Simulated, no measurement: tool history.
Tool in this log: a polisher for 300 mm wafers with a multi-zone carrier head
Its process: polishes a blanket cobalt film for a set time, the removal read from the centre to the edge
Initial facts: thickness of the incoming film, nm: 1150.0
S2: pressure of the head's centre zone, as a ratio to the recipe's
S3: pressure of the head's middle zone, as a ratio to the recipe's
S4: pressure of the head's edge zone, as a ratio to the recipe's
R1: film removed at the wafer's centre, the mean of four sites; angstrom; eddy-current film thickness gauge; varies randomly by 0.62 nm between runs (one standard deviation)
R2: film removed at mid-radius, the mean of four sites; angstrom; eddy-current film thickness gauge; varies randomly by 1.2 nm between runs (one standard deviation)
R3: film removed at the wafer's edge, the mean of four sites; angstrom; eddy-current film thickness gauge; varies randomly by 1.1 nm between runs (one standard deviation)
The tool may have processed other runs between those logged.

Run 1, hour 0: flow of slurry (ml/min) 315, S2 1, S3 1, S4 1, polishing time (s) 34. Result: R1 1576.8 angstrom, R2 1585.8 angstrom, R3 1585.2 angstrom.
Run 2, hour 1.3: flow of slurry (ml/min) 240, S2 1, S3 1, S4 1, polishing time (s) 34. Result: R1 1488.6 angstrom, R2 1558 angstrom, R3 1569.8 angstrom.
Run 3, hour 6.9: flow of slurry (ml/min) 250, S2 0.98, S3 0.98, S4 0.98, polishing time (s) 30. Result: R1 1305.4 angstrom, R2 1347.2 angstrom, R3 1370.3 angstrom.
Run 4, hour 13.1: flow of slurry (ml/min) 250, S2 0.98, S3 0.9, S4 0.98, polishing time (s) 30. Result: R1 1311.5 angstrom, R2 1251.8 angstrom, R3 1370.3 angstrom.
Run 5, hour 21.4: flow of slurry (ml/min) 255, S2 0.96, S3 0.9, S4 0.96, polishing time (s) 28. Result: R1 1189.9 angstrom, R2 1174.9 angstrom, R3 1278 angstrom.
Run 6, hour 23.9: flow of slurry (ml/min) 255, S2 1.01, S3 0.9, S4 0.96, polishing time (s) 28. Result: R1 1262.6 angstrom, R2 1187.5 angstrom, R3 1266.2 angstrom.
Run 7, hour 31.9: flow of slurry (ml/min) 260, S2 0.99, S3 0.9, S4 0.94, polishing time (s) 26. Result: R1 1143.6 angstrom, R2 1081.7 angstrom, R3 1154.5 angstrom.
Run 8, hour 38.5: flow of slurry (ml/min) 260, S2 0.97, S3 0.9, S4 0.92, polishing time (s) 25. Result: R1 1101.7 angstrom, R2 1078.6 angstrom, R3 1100.7 angstrom.
Run 9, hour 46.1: flow of slurry (ml/min) 255, S2 0.95, S3 0.89, S4 0.91, polishing time (s) 24. Result: R1 1011.8 angstrom, R2 1002.9 angstrom, R3 1057.6 angstrom.

Expected results for the next run?
Run 10, hour 51: flow of slurry (ml/min) 260, S2 0.93, S3 0.88, S4 0.9, polishing time (s) 23. Result: R1 ?, R2 ?, R3 ?.

{"run 10": {"R1": 959.42, "R2": 982.28, "R3": 1025}}
